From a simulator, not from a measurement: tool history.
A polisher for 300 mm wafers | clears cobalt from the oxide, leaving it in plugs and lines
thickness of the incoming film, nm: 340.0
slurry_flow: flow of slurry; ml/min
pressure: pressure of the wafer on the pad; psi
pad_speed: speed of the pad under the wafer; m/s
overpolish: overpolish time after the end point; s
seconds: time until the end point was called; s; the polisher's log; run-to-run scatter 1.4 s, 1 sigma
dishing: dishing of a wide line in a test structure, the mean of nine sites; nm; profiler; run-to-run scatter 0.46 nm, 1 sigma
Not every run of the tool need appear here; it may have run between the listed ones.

run 1 hour=0.0 | slurry_flow=305 pressure=2.1 pad_speed=0.76 overpolish=18 | seconds=89.043 dishing=41.224
run 2 hour=7.1 | slurry_flow=305 pressure=2.2 pad_speed=0.76 overpolish=16 | seconds=85.161 dishing=39.078
run 3 hour=8.6 | slurry_flow=305 pressure=2.3 pad_speed=0.76 overpolish=15 | seconds=81.008 dishing=38.223
run 4 hour=13.5 | slurry_flow=305 pressure=2.3 pad_speed=0.92 overpolish=15 | seconds=72.659 dishing=41.299
run 5 hour=17.4 | slurry_flow=305 pressure=2.3 pad_speed=0.90 overpolish=14 | seconds=73.869 dishing=38.164
run 6 hour=22.1 | slurry_flow=305 pressure=2.3 pad_speed=1.08 overpolish=14 | seconds=65.242 dishing=41.592
run 7 hour=31.1 | slurry_flow=305 pressure=2.3 pad_speed=1.08 overpolish=14 | seconds=64.633 dishing=41.051
run 8 hour=33.2 | slurry_flow=305 pressure=2.3 pad_speed=1.08 overpolish=13 | seconds=67.745 dishing=40.130

Predict the results of run 9:
run 9 hour=39.7 | slurry_flow=305 pressure=2.2 pad_speed=1.08 overpolish=5 | seconds=? dishing=?

{"run 9": {"seconds": 68.418, "dishing": 21.492}}

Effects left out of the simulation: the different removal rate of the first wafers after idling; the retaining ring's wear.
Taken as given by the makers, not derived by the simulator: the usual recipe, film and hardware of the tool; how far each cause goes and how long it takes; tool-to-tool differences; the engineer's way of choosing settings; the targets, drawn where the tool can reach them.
